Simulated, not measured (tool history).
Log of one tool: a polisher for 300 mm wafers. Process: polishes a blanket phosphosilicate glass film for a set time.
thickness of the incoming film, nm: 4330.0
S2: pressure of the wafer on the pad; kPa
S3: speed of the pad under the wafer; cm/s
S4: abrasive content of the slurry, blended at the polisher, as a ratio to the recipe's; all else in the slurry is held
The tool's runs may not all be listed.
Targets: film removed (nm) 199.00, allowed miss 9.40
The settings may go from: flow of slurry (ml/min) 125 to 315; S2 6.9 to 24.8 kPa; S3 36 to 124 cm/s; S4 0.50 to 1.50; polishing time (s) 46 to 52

Run 1, hour 0.0: flow of slurry (ml/min) 205, S2 15.9 kPa, S3 80 cm/s, S4 1.00, polishing time (s) 52. Result: film removed (nm) 299.85.
Run 2, hour 2.7: flow of slurry (ml/min) 205, S2 15.2 kPa, S3 80 cm/s, S4 1.00, polishing time (s) 52. Result: film removed (nm) 287.46.
Run 3, hour 3.4: flow of slurry (ml/min) 245, S2 15.2 kPa, S3 80 cm/s, S4 1.00, polishing time (s) 52. Result: film removed (nm) 300.35.
Run 4, hour 9.7: flow of slurry (ml/min) 245, S2 15.2 kPa, S3 70 cm/s, S4 1.00, polishing time (s) 52. Result: film removed (nm) 270.66.
Run 5, hour 11.6: flow of slurry (ml/min) 245, S2 15.2 kPa, S3 80 cm/s, S4 1.00, polishing time (s) 52. Result: film removed (nm) 291.44.
Run 6, hour 15.2: flow of slurry (ml/min) 245, S2 15.2 kPa, S3 80 cm/s, S4 1.10, polishing time (s) 52. Result: film removed (nm) 317.29.
Run 7, hour 17.3: flow of slurry (ml/min) 245, S2 14.5 kPa, S3 80 cm/s, S4 1.10, polishing time (s) 52. Result: film removed (nm) 307.35.
Run 8, hour 19.5: flow of slurry (ml/min) 245, S2 13.8 kPa, S3 80 cm/s, S4 1.10, polishing time (s) 52. Result: film removed (nm) 285.52.
Run 9, hour 21.0: flow of slurry (ml/min) 245, S2 13.1 kPa, S3 80 cm/s, S4 1.10, polishing time (s) 52. Result: film removed (nm) 282.32.
Run 10, hour 27.0: flow of slurry (ml/min) 245, S2 12.4 kPa, S3 80 cm/s, S4 1.10, polishing time (s) 52. Result: film removed (nm) 256.46.
Run 11, hour 35.3: flow of slurry (ml/min) 245, S2 11.7 kPa, S3 80 cm/s, S4 1.10, polishing time (s) 52. Result: film removed (nm) 248.98.

Which of these 4 next moves meets every target?
Run A, hour 43.6: flow of slurry (ml/min) 260, S2 9.0 kPa, S3 88 cm/s, S4 1.25, polishing time (s) 50. Result: film removed (nm) ?.
Run B, hour 43.6: flow of slurry (ml/min) 270, S2 11.0 kPa, S3 80 cm/s, S4 1.05, polishing time (s) 51. Result: film removed (nm) ?.
Run C, hour 43.6: flow of slurry (ml/min) 260, S2 9.0 kPa, S3 102 cm/s, S4 1.10, polishing time (s) 46. Result: film removed (nm) ?.
Run D, hour 43.6: flow of slurry (ml/min) 275, S2 8.3 kPa, S3 108 cm/s, S4 0.95, polishing time (s) 47. Result: film removed (nm) ?.

move  film removed (nm)
   A             219.14
   B             226.17
   C             212.96
   D             199.19
A: nearer than the last run, and not there yet
B: nearer than the last run, and not there yet
C: nearer than the last run, and not there yet
D: meets every target
Move D is the one to make.

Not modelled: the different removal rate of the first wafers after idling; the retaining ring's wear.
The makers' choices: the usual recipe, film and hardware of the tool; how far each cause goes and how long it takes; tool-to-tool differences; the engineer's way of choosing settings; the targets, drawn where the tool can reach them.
